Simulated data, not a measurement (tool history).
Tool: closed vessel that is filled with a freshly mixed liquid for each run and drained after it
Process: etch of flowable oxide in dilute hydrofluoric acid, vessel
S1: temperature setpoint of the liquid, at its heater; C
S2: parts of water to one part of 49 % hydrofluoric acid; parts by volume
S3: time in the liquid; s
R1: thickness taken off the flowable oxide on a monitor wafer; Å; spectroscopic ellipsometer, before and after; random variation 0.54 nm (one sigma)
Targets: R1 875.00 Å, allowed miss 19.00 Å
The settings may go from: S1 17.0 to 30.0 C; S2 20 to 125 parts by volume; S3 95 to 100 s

Run 1, day 0.000: S1 22.0 C, S2 70 parts by volume, S3 95 s. Result: R1 430.51 Å.
Run 2, day 0.108: S1 22.0 C, S2 70 parts by volume, S3 95 s. Result: R1 433.55 Å.
Run 3, day 0.417: S1 22.0 C, S2 90 parts by volume, S3 95 s. Result: R1 328.66 Å.
Run 4, day 0.788: S1 24.0 C, S2 75 parts by volume, S3 95 s. Result: R1 439.26 Å.
Run 5, day 1.133: S1 24.0 C, S2 55 parts by volume, S3 95 s. Result: R1 613.70 Å.
Run 6, day 1.429: S1 21.0 C, S2 55 parts by volume, S3 95 s. Result: R1 539.43 Å.
Run 7, day 1.467: S1 23.5 C, S2 55 parts by volume, S3 95 s. Result: R1 598.23 Å.
Run 8, day 1.746: S1 25.0 C, S2 55 parts by volume, S3 95 s. Result: R1 639.40 Å.
Run 9, day 1.938: S1 26.5 C, S2 55 parts by volume, S3 95 s. Result: R1 674.98 Å.
Run 10, day 2.017: S1 27.5 C, S2 55 parts by volume, S3 95 s. Result: R1 712.66 Å.
Run 11, day 2.162: S1 28.0 C, S2 55 parts by volume, S3 95 s. Result: R1 712.74 Å.
Run 12, day 2.479: S1 28.5 C, S2 55 parts by volume, S3 95 s. Result: R1 732.54 Å.
Run 13, day 2.600: S1 29.0 C, S2 55 parts by volume, S3 95 s. Result: R1 749.45 Å.
Run 14, day 2.700: S1 29.5 C, S2 55 parts by volume, S3 95 s. Result: R1 755.30 Å.

4 next moves are on the table. One of them brings every result within its allowed miss. Which?
Run A, day 2.800: S1 29.0 C, S2 50 parts by volume, S3 100 s. Result: R1 ?.
Run B, day 2.800: S1 28.0 C, S2 50 parts by volume, S3 100 s. Result: R1 ?.
Run C, day 2.800: S1 28.5 C, S2 50 parts by volume, S3 95 s. Result: R1 ?.
Run D, day 2.800: S1 30.0 C, S2 50 parts by volume, S3 100 s. Result: R1 ?.

move      R1
   A  871.16
   B  837.25
   C  811.37
   D  906.17
A: meets every target
B: nearer than the last run, and not there yet
C: nearer than the last run, and not there yet
D: takes the result that was furthest off past its target
The right move is A.

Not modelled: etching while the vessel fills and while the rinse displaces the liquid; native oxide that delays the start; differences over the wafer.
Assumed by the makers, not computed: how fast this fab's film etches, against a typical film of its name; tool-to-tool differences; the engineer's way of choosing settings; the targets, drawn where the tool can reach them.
